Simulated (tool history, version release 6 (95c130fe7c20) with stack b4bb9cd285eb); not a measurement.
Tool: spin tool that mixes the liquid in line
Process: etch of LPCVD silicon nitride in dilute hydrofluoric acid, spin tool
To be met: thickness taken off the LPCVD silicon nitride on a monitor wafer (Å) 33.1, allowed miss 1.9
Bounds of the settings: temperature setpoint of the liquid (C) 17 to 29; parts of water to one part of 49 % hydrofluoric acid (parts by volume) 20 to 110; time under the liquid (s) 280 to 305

| run | hour | temperature setpoint of the liquid (C) | parts of water to one part of 49 % hydrofluoric acid (parts by volume) | time under the liquid (s) | thickness taken off the LPCVD silicon nitride on a monitor wafer (Å) |
|---|---|---|---|---|---|
| 1 | 0 | 21 | 60 | 280 | 19.664 |
| 2 | 6.8 | 22 | 60 | 280 | 20.233 |
| 3 | 12.4 | 23 | 60 | 280 | 22.066 |
| 4 | 16.7 | 20.5 | 60 | 280 | 18.636 |
| 5 | 18.8 | 22 | 60 | 280 | 20.868 |
| 6 | 25.2 | 23 | 60 | 280 | 23.138 |
| 7 | 26.3 | 23.5 | 60 | 280 | 23.093 |
| 8 | 32.1 | 24.5 | 60 | 280 | 23.764 |

5 next moves are on the table. One of them brings every result within its allowed miss. Which?
| A | 37.9 | 24.5 | 55 | 305 | ? |
| B | 37.9 | 25 | 50 | 280 | ? |
| C | 37.9 | 23 | 45 | 280 | ? |
| D | 37.9 | 28.5 | 60 | 295 | ? |
| E | 37.9 | 22.5 | 45 | 280 | ? |

| move | thickness taken off the LPCVD silicon nitride on a monitor wafer (Å) |
|---|---|
| A | 29.481 |
| B | 30.728 |
| C | 29.76 |
| D | 34.069 |
| E | 28.762 |
A: nearer than the last run, and not there yet
B: nearer than the last run, and not there yet
C: nearer than the last run, and not there yet
D: meets every target
E: nearer than the last run, and not there yet
The right move is D.

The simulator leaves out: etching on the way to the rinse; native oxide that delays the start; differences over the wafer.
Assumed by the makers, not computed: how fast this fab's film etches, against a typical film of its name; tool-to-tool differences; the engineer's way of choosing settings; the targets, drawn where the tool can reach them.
